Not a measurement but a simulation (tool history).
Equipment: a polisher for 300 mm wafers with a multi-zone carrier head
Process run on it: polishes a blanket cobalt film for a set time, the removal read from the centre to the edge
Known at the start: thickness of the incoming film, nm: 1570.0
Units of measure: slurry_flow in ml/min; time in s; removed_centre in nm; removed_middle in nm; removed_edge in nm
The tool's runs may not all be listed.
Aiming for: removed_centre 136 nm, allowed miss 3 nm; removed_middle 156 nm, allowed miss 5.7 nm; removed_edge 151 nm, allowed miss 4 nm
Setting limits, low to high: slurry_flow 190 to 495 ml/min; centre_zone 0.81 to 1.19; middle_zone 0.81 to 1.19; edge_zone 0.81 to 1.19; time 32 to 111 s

run 1 hour=0 | slurry_flow=320 centre_zone=1 middle_zone=1 edge_zone=1 time=71 | removed_centre=302.13 removed_middle=298.74 removed_edge=297.03
run 2 hour=5.7 | slurry_flow=290 centre_zone=0.96 middle_zone=0.98 edge_zone=0.96 time=62 | removed_centre=250.47 removed_middle=254.96 removed_edge=254.56
run 3 hour=10 | slurry_flow=290 centre_zone=1 middle_zone=0.98 edge_zone=0.96 time=62 | removed_centre=261.89 removed_middle=256.09 removed_edge=260.26
run 4 hour=16.7 | slurry_flow=290 centre_zone=0.97 middle_zone=0.98 edge_zone=0.96 time=62 | removed_centre=251.8 removed_middle=252.27 removed_edge=253.55
run 5 hour=18.3 | slurry_flow=290 centre_zone=0.97 middle_zone=0.98 edge_zone=0.96 time=74 | removed_centre=301.69 removed_middle=305.38 removed_edge=302.24
run 6 hour=26.3 | slurry_flow=290 centre_zone=0.97 middle_zone=0.98 edge_zone=1.01 time=74 | removed_centre=303.06 removed_middle=305.62 removed_edge=312.72
run 7 hour=27.9 | slurry_flow=285 centre_zone=0.94 middle_zone=0.97 edge_zone=0.97 time=64 | removed_centre=253.44 removed_middle=266.39 removed_edge=264.99
run 8 hour=36.7 | slurry_flow=265 centre_zone=0.91 middle_zone=0.95 edge_zone=0.93 time=57 | removed_centre=215.72 removed_middle=230.09 removed_edge=230.99
run 9 hour=40.9 | slurry_flow=265 centre_zone=0.89 middle_zone=0.95 edge_zone=0.91 time=51 | removed_centre=188.43 removed_middle=206.47 removed_edge=203.71
run 10 hour=42.1 | slurry_flow=245 centre_zone=0.81 middle_zone=0.89 edge_zone=0.81 time=35 | removed_centre=117.85 removed_middle=132.91 removed_edge=133.53
run 11 hour=45.3 | slurry_flow=270 centre_zone=0.82 middle_zone=0.91 edge_zone=0.83 time=35 | removed_centre=118.68 removed_middle=136.23 removed_edge=135.79
run 12 hour=52.3 | slurry_flow=270 centre_zone=0.84 middle_zone=0.93 edge_zone=0.85 time=35 | removed_centre=122.6 removed_middle=137.64 removed_edge=135.58
run 13 hour=58.9 | slurry_flow=345 centre_zone=0.85 middle_zone=1.03 edge_zone=0.95 time=39 | removed_centre=142.08 removed_middle=171.94 removed_edge=160.64
run 14 hour=60.6 | slurry_flow=355 centre_zone=0.85 middle_zone=1.01 edge_zone=0.94 time=39 | removed_centre=140.48 removed_middle=169.45 removed_edge=162.16
run 15 hour=67 | slurry_flow=350 centre_zone=0.85 middle_zone=1 edge_zone=0.92 time=39 | removed_centre=142.72 removed_middle=169.37 removed_edge=159.01
run 16 hour=69.4 | slurry_flow=305 centre_zone=0.82 middle_zone=0.92 edge_zone=0.89 time=37 | removed_centre=126.66 removed_middle=146.6 removed_edge=146.34
run 17 hour=74 | slurry_flow=305 centre_zone=0.83 middle_zone=0.93 edge_zone=0.89 time=37 | removed_centre=129.85 removed_middle=151.05 removed_edge=145.42
run 18 hour=77.2 | slurry_flow=300 centre_zone=0.84 middle_zone=0.94 edge_zone=0.89 time=37 | removed_centre=130.91 removed_middle=148.19 removed_edge=147.71
run 19 hour=82.5 | slurry_flow=300 centre_zone=0.84 middle_zone=0.95 edge_zone=0.89 time=37 | removed_centre=130.43 removed_middle=148.51 removed_edge=149.44
run 20 hour=90.9 | slurry_flow=305 centre_zone=0.85 middle_zone=0.96 edge_zone=0.89 time=37 | removed_centre=132.12 removed_middle=153.81 removed_edge=148.43

Consider the 5 candidate settings below. Which is the only one whose results all fall within their allowed miss of target?
run A hour=99.3 | slurry_flow=280 centre_zone=0.92 middle_zone=1.01 edge_zone=0.87 time=36 | removed_centre=? removed_middle=? removed_edge=?
run B hour=99.3 | slurry_flow=250 centre_zone=0.82 middle_zone=1.02 edge_zone=0.88 time=36 | removed_centre=? removed_middle=? removed_edge=?
run C hour=99.3 | slurry_flow=390 centre_zone=0.85 middle_zone=0.96 edge_zone=0.89 time=37 | removed_centre=? removed_middle=? removed_edge=?
run D hour=99.3 | slurry_flow=320 centre_zone=0.85 middle_zone=1 edge_zone=0.97 time=36 | removed_centre=? removed_middle=? removed_edge=?
run E hour=99.3 | slurry_flow=310 centre_zone=0.81 middle_zone=1.02 edge_zone=0.91 time=37 | removed_centre=? removed_middle=? removed_edge=?

move=A removed_centre=140.62 removed_middle=153.97 removed_edge=142.16
move=B removed_centre=124 removed_middle=153.98 removed_edge=141.93
move=C removed_centre=136.82 removed_middle=155.2 removed_edge=150.35
move=D removed_centre=131.23 removed_middle=154.21 removed_edge=150.65
move=E removed_centre=128.17 removed_middle=160.86 removed_edge=149.97
A: the result that was furthest off in the last run now lies on the other side of its target
B: misses by more than the last run did
C: all results land within tolerance of their targets
D: misses by more than the last run did
E: misses by more than the last run did
Correct choice: C, which meets every target
